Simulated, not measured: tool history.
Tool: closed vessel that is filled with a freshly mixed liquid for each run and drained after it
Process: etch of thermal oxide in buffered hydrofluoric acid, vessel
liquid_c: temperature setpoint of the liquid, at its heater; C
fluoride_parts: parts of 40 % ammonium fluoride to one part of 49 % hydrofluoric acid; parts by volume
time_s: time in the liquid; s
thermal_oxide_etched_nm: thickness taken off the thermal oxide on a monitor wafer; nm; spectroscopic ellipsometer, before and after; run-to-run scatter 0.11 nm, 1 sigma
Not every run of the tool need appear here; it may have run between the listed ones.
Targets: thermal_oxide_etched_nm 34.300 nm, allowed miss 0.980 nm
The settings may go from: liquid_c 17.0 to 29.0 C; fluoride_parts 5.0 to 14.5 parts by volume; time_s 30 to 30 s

run 1 hour=0.0 | liquid_c=21.0 fluoride_parts=9.0 time_s=30 | thermal_oxide_etched_nm=29.267
run 2 hour=6.1 | liquid_c=21.5 fluoride_parts=9.0 time_s=30 | thermal_oxide_etched_nm=30.009
run 3 hour=14.6 | liquid_c=20.0 fluoride_parts=9.0 time_s=30 | thermal_oxide_etched_nm=27.618
run 4 hour=20.9 | liquid_c=20.5 fluoride_parts=9.0 time_s=30 | thermal_oxide_etched_nm=28.391
run 5 hour=25.7 | liquid_c=20.5 fluoride_parts=9.0 time_s=30 | thermal_oxide_etched_nm=28.612
run 6 hour=34.2 | liquid_c=22.0 fluoride_parts=9.0 time_s=30 | thermal_oxide_etched_nm=30.901
run 7 hour=38.0 | liquid_c=22.5 fluoride_parts=9.0 time_s=30 | thermal_oxide_etched_nm=31.606
run 8 hour=39.3 | liquid_c=23.0 fluoride_parts=9.0 time_s=30 | thermal_oxide_etched_nm=32.837

Which single option among these 4 for the next run brings every result within its allowed miss of target? Just one does.
run A hour=40.6 | liquid_c=25.5 fluoride_parts=9.5 time_s=30 | thermal_oxide_etched_nm=?
run B hour=40.6 | liquid_c=21.5 fluoride_parts=7.5 time_s=30 | thermal_oxide_etched_nm=?
run C hour=40.6 | liquid_c=23.5 fluoride_parts=8.5 time_s=30 | thermal_oxide_etched_nm=?
run D hour=40.6 | liquid_c=24.0 fluoride_parts=9.0 time_s=30 | thermal_oxide_etched_nm=?

move=A thermal_oxide_etched_nm=36.120
move=B thermal_oxide_etched_nm=36.588
move=C thermal_oxide_etched_nm=35.667
move=D thermal_oxide_etched_nm=34.448
A: pushes the last run's worst result past its target
B: pushes the last run's worst result past its target
C: pushes the last run's worst result past its target
D: each result inside its tolerance
Correct choice: D, which meets every target
